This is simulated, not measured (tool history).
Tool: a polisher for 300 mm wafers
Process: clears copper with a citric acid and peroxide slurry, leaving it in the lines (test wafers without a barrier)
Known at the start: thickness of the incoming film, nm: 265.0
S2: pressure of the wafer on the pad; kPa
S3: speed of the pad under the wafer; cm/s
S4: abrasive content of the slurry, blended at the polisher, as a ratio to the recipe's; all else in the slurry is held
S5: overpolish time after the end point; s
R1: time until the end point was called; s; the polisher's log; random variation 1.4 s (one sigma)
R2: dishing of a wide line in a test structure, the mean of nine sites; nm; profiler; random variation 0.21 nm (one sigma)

Run 1, hour 0: flow of slurry (ml/min) 315, S2 19.3 kPa, S3 140 cm/s, S4 1, S5 15 s. Result: R1 105.86 s, R2 25.16 nm.
Run 2, hour 1.6: flow of slurry (ml/min) 245, S2 19.3 kPa, S3 140 cm/s, S4 1, S5 15 s. Result: R1 108.55 s, R2 24.369 nm.
Run 3, hour 3.9: flow of slurry (ml/min) 245, S2 22.8 kPa, S3 140 cm/s, S4 1, S5 15 s. Result: R1 91.275 s, R2 27.802 nm.
Run 4, hour 8.8: flow of slurry (ml/min) 245, S2 22.8 kPa, S3 140 cm/s, S4 1.15, S5 15 s. Result: R1 89.904 s, R2 28.787 nm.
Run 5, hour 11.6: flow of slurry (ml/min) 245, S2 22.8 kPa, S3 168 cm/s, S4 1.15, S5 15 s. Result: R1 75.129 s, R2 32.961 nm.
At hour 17.5: slurry nozzle cleaned.
Run 6, hour 17.5: flow of slurry (ml/min) 250, S2 19.3 kPa, S3 162 cm/s, S4 1.15, S5 16 s. Result: R1 89.726 s, R2 30.553 nm.
Run 7, hour 25.1: flow of slurry (ml/min) 250, S2 16.5 kPa, S3 156 cm/s, S4 1.15, S5 16 s. Result: R1 106.47 s, R2 25.506 nm.

The next listed run, before its measurement:
Run 8, hour 32.5: flow of slurry (ml/min) 245, S2 14.5 kPa, S3 152 cm/s, S4 1.15, S5 17 s. Result: R1 ?, R2 ?.

R1: 122.35 s
R2: 24.077 nm
